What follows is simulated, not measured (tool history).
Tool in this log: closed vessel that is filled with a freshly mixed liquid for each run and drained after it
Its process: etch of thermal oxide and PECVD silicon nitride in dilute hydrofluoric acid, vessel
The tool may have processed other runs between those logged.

| run | day | temperature setpoint of the liquid (C) | parts of water to one part of 49 % hydrofluoric acid (parts by volume) | time in the liquid (s) | thickness taken off the thermal oxide on a monitor wafer (nm) | thickness taken off the PECVD silicon nitride on a monitor wafer (nm) |
|---|---|---|---|---|---|---|
| 1 | 0 | 20 | 75 | 800 | 40.048 | 28.413 |
| 2 | 0.296 | 20 | 75 | 1000 | 49.54 | 35.741 |
| 3 | 0.454 | 17 | 75 | 1000 | 44.203 | 28.78 |
| 4 | 0.771 | 17 | 55 | 1000 | 61.823 | 39.046 |
|  | 0.838 | hydrofluoric acid flow meter replaced |
| 5 | 0.838 | 19.5 | 55 | 1000 | 73.231 | 49.255 |
| 6 | 1.067 | 19 | 65 | 1000 | 59.828 | 40.205 |
| 7 | 1.133 | 18.5 | 70 | 1000 | 54.091 | 36.309 |
| 8 | 1.271 | 18 | 75 | 1000 | 49.496 | 32.913 |
| 9 | 1.596 | 18 | 80 | 1000 | 45.406 | 30.616 |
| 10 | 1.662 | 17.5 | 85 | 1000 | 42.063 | 27.85 |

For run 11, what comes out?
| 11 | 1.792 | 17.5 | 90 | 1000 | ? | ? |

thickness taken off the thermal oxide on a monitor wafer (nm): 39.245
thickness taken off the PECVD silicon nitride on a monitor wafer (nm): 26.235
